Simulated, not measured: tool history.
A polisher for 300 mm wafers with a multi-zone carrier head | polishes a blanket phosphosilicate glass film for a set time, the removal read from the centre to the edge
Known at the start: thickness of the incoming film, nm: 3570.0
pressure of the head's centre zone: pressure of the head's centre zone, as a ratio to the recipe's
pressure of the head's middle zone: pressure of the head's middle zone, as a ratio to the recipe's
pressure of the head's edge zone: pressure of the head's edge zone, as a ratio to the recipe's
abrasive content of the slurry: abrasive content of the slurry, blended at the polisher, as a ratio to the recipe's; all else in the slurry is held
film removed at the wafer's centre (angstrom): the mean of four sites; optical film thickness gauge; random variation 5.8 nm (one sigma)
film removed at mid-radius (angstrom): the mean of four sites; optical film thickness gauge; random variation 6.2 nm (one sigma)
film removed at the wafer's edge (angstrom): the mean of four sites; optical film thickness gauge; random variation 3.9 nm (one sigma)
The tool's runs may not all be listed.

run  hour  flow of slurry (ml/min)  pressure of the head's centre zone  pressure of the head's middle zone  pressure of the head's edge zone  abrasive content of the slurry  polishing time (s)  film removed at the wafer's centre (angstrom)  film removed at mid-radius (angstrom)  film removed at the wafer's edge (angstrom)
  1   0.0                      135                                1.00                                1.00                              1.00                            1.00                  72                                         4785.5                                 5027.8                                       4890.9
  2   2.9                      150                                1.01                                1.03                              0.99                            1.00                  72                                         4934.1                                 5056.7                                       4883.3
  3  10.1                      150                                1.02                                1.07                              0.97                            1.05                  72                                         4978.3                                 5400.7                                       4932.2
  4  12.6                      160                                1.03                                1.09                              0.97                            1.05                  72                                         5271.0                                 5476.5                                       4952.7
  5  15.8                      160                                1.00                                1.09                              0.97                            1.05                  72                                         4956.9                                 5521.9                                       4962.5
  6  20.5                      160                                1.00                                1.09                              0.97                            1.05                  88                                         6249.1                                 6629.8                                       6016.0
  7  22.2                      150                                1.00                                1.09                              0.93                            1.00                  88                                         5945.1                                 6676.1                                       5859.8
  8  29.2                      150                                1.02                                1.09                              0.91                            0.90                  88                                         5825.5                                 6252.5                                       5503.7
  9  30.1                      145                                1.02                                1.09                              0.89                            0.85                  88                                         5587.5                                 6105.7                                       5190.7
 10  36.6                      140                                1.02                                1.09                              0.89                            0.85                  88                                         5614.9                                 5993.2                                       5289.1

Run 11 comes next. What will it give?
 11  40.6                      140                                1.02                                1.09                              0.87                            0.85                  88                                              ?                                      ?                                            ?

film removed at the wafer's centre (angstrom): 5498.6
film removed at mid-radius (angstrom): 6041.2
film removed at the wafer's edge (angstrom): 5190.5
